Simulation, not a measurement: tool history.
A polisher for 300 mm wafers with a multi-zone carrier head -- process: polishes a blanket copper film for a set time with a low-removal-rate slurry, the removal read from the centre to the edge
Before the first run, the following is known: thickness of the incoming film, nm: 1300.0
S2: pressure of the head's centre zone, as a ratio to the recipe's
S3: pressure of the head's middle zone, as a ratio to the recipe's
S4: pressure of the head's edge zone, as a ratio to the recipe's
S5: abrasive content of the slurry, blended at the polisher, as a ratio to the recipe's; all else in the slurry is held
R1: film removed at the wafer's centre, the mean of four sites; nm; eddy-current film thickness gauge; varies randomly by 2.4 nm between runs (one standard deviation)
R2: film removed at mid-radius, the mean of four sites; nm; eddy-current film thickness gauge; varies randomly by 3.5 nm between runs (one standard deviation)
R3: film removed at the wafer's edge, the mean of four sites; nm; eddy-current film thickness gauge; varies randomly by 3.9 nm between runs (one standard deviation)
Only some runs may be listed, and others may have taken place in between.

run 1 hour=0.0 | flow_of_slurry_(ml/min)=130 S2=1.00 S3=1.00 S4=1.00 S5=1.00 polishing_time_(s)=65 | R1=225.73 R2=216.30 R3=220.55
run 2 hour=5.3 | flow_of_slurry_(ml/min)=135 S2=0.98 S3=1.02 S4=1.02 S5=1.05 polishing_time_(s)=65 | R1=219.73 R2=227.04 R3=228.07
run 3 hour=11.4 | flow_of_slurry_(ml/min)=135 S2=1.01 S3=1.02 S4=1.02 S5=1.05 polishing_time_(s)=65 | R1=230.39 R2=220.82 R3=218.08
run 4 hour=16.3 | flow_of_slurry_(ml/min)=135 S2=0.96 S3=1.02 S4=1.02 S5=1.05 polishing_time_(s)=65 | R1=215.17 R2=223.32 R3=223.84
run 5 hour=17.4 | flow_of_slurry_(ml/min)=135 S2=0.96 S3=1.02 S4=1.02 S5=1.15 polishing_time_(s)=65 | R1=219.85 R2=229.33 R3=233.34
run 6 hour=25.5 | flow_of_slurry_(ml/min)=135 S2=0.96 S3=1.02 S4=1.02 S5=1.00 polishing_time_(s)=65 | R1=218.27 R2=223.59 R3=222.43
run 7 hour=30.5 | flow_of_slurry_(ml/min)=140 S2=0.95 S3=1.03 S4=1.02 S5=1.05 polishing_time_(s)=66 | R1=217.91 R2=235.99 R3=233.24

The next listed run, before its measurement:
run 8 hour=33.1 | flow_of_slurry_(ml/min)=145 S2=0.95 S3=1.04 S4=1.02 S5=1.10 polishing_time_(s)=66 | R1=? R2=? R3=?

For run 8 the tool returned R1 224.20 nm, R2 238.71 nm, R3 228.09 nm.
